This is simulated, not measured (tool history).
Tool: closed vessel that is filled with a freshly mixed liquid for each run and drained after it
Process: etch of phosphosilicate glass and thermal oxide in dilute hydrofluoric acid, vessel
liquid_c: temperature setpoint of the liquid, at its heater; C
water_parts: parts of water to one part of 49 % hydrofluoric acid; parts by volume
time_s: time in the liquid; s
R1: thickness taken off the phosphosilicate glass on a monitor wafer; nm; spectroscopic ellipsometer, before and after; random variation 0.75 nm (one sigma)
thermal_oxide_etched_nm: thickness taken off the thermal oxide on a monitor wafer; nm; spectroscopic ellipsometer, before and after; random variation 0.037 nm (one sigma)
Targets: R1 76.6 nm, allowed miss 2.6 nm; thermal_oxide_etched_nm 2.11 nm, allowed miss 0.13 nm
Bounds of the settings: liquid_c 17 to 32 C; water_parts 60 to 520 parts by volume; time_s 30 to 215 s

{"run": 1, "day": 0.0, "liquid_c": 24, "water_parts": 290, "time_s": 110, "R1": 51.716, "thermal_oxide_etched_nm": 1.4612}
{"run": 2, "day": 0.333, "liquid_c": 21.5, "water_parts": 290, "time_s": 110, "R1": 48.305, "thermal_oxide_etched_nm": 1.3179}
{"run": 3, "day": 0.371, "liquid_c": 23, "water_parts": 265, "time_s": 110, "R1": 56.106, "thermal_oxide_etched_nm": 1.5928}
{"run": 4, "day": 0.567, "liquid_c": 19.5, "water_parts": 265, "time_s": 110, "R1": 50.76, "thermal_oxide_etched_nm": 1.3751}
{"run": 5, "day": 0.762, "liquid_c": 21.5, "water_parts": 250, "time_s": 110, "R1": 58.56, "thermal_oxide_etched_nm": 1.5669}
{"run": 6, "day": 0.85, "liquid_c": 23.5, "water_parts": 240, "time_s": 110, "R1": 65.877, "thermal_oxide_etched_nm": 1.8035}
{"run": 7, "day": 1.117, "liquid_c": 24.5, "water_parts": 235, "time_s": 110, "R1": 71.033, "thermal_oxide_etched_nm": 1.9048}
{"run": 8, "day": 1.404, "liquid_c": 25, "water_parts": 235, "time_s": 110, "R1": 70.88, "thermal_oxide_etched_nm": 1.9454}
{"run": 9, "day": 1.762, "liquid_c": 27, "water_parts": 225, "time_s": 110, "R1": 79.925, "thermal_oxide_etched_nm": 2.2456}

4 next moves are on the table. One of them brings every result within its allowed miss. Which?
{"run": "A", "day": 2.121, "liquid_c": 25.5, "water_parts": 190, "time_s": 95, "R1": "?", "thermal_oxide_etched_nm": "?"}
{"run": "B", "day": 2.121, "liquid_c": 18, "water_parts": 115, "time_s": 60, "R1": "?", "thermal_oxide_etched_nm": "?"}
{"run": "C", "day": 2.121, "liquid_c": 28, "water_parts": 210, "time_s": 85, "R1": "?", "thermal_oxide_etched_nm": "?"}
{"run": "D", "day": 2.121, "liquid_c": 25.5, "water_parts": 225, "time_s": 110, "R1": "?", "thermal_oxide_etched_nm": "?"}

move=A R1=80.163 thermal_oxide_etched_nm=2.1945
move=B R1=68.102 thermal_oxide_etched_nm=1.8644
move=C R1=69.244 thermal_oxide_etched_nm=1.8956
move=D R1=75.332 thermal_oxide_etched_nm=2.0623
A: further off than the last run
B: takes the result that was furthest off past its target
C: takes the result that was furthest off past its target
D: meets every target
The right move is D.
